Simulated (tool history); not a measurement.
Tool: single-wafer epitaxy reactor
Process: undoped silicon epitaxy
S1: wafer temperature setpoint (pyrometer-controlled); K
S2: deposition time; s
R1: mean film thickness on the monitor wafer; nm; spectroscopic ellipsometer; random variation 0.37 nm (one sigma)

run,hour,S1,S2,R1
1,0.0,908.15,424,53.582
2,1.7,901.15,424,45.217
3,9.5,901.15,445,47.590
4,11.9,901.15,503,53.830
5,15.5,901.15,460,48.985
6,18.0,901.15,517,55.233
7,26.1,910.15,519,68.836
8,30.0,915.15,520,78.207
9,31.0,919.15,521,85.842
10,32.2,921.15,521,90.923
11,37.8,923.15,521,94.462

What will run 12 give?
12,41.1,924.15,521,?

R1: 97.178 nm
